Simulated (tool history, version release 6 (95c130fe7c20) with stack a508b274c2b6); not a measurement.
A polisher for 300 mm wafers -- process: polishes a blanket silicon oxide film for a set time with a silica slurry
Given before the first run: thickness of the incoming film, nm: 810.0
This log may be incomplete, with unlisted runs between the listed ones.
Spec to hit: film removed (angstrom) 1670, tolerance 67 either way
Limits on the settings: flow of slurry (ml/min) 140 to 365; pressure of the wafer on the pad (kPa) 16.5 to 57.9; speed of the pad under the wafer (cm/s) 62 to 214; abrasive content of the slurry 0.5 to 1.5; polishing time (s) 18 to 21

| run | hour | flow of slurry (ml/min) | pressure of the wafer on the pad (kPa) | speed of the pad under the wafer (cm/s) | abrasive content of the slurry | polishing time (s) | film removed (angstrom) |
|---|---|---|---|---|---|---|---|
| 1 | 0 | 235 | 37.2 | 138 | 1 | 21 | 1066.1 |
| 2 | 6 | 195 | 37.2 | 138 | 1 | 21 | 1030.5 |
| 3 | 11.8 | 200 | 40 | 138 | 1 | 21 | 1092.1 |
| 4 | 19.9 | 200 | 40 | 138 | 0.9 | 21 | 1020.4 |
| 5 | 21.4 | 200 | 45.5 | 138 | 0.9 | 21 | 1138.2 |
|  | 22.7 | head pressure recalibrated |
| 6 | 22.7 | 205 | 47.6 | 142 | 0.9 | 21 | 1285.7 |
| 7 | 25.1 | 215 | 49 | 142 | 0.9 | 21 | 1282.2 |
| 8 | 27.6 | 215 | 50.3 | 144 | 0.9 | 21 | 1355.8 |
| 9 | 32.3 | 220 | 51.7 | 144 | 0.9 | 21 | 1371.2 |
| 10 | 38.5 | 220 | 53.1 | 146 | 0.9 | 21 | 1434.1 |

Below are 5 possible settings for the next run. Only one of them brings all results inside the allowed miss of their targets. Which is it?
| A | 44.7 | 210 | 46.9 | 156 | 1.1 | 18 | ? |
| B | 44.7 | 365 | 51 | 210 | 0.75 | 19 | ? |
| C | 44.7 | 255 | 55.8 | 174 | 0.7 | 19 | ? |
| D | 44.7 | 185 | 51 | 162 | 1.1 | 21 | ? |
| E | 44.7 | 255 | 55.2 | 118 | 0.95 | 19 | ? |

| move | film removed (angstrom) |
|---|---|
| A | 1309.9 |
| B | 1505.3 |
| C | 1293.8 |
| D | 1652.2 |
| E | 1201.9 |
A: its largest miss is bigger than the last run's
B: better than the last run, though not everything is in spec
C: its largest miss is bigger than the last run's
D: every result within its allowed miss
E: its largest miss is bigger than the last run's
Go with D: it meets all targets.
